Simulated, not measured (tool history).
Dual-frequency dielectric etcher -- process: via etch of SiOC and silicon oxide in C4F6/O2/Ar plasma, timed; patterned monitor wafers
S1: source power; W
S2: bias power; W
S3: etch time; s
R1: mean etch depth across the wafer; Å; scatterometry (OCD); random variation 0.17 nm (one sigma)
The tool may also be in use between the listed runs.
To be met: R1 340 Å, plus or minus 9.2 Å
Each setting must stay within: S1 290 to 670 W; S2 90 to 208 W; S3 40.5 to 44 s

run  hour   S1   S2    S3      R1
  1     0  480  149    44  454.23
  2     4  480  125    44  435.41
  3   4.6  480  125  40.5  405.64
  4   8.3  440  125  40.5   379.8
  5  14.5  360  125  40.5  329.11
  6  23.2  290  125  40.5  276.19
  7  31.6  300  125  40.5  281.41
  8    36  310  125  40.5   291.6
  9  42.7  310  125  40.5  292.63
 10    50  320  125  40.5  301.22
 11  57.6  330  125  40.5  307.43
 12  59.1  360  126  40.5  330.37

Which of these 4 next moves meets every target?
  A  60.6  350  121    43   ?
  B  60.6  350  146    44   ?
  C  60.6  390   96    44   ?
  D  60.6  360  118  40.5   ?

move      R1
   A  342.86
   B  363.95
   C  365.46
   D  328.49
A: all results land within tolerance of their targets
B: takes the biggest miss from the last run beyond its target
C: takes the biggest miss from the last run beyond its target
D: moves away from the targets compared with the last run
Move A is the one to make.
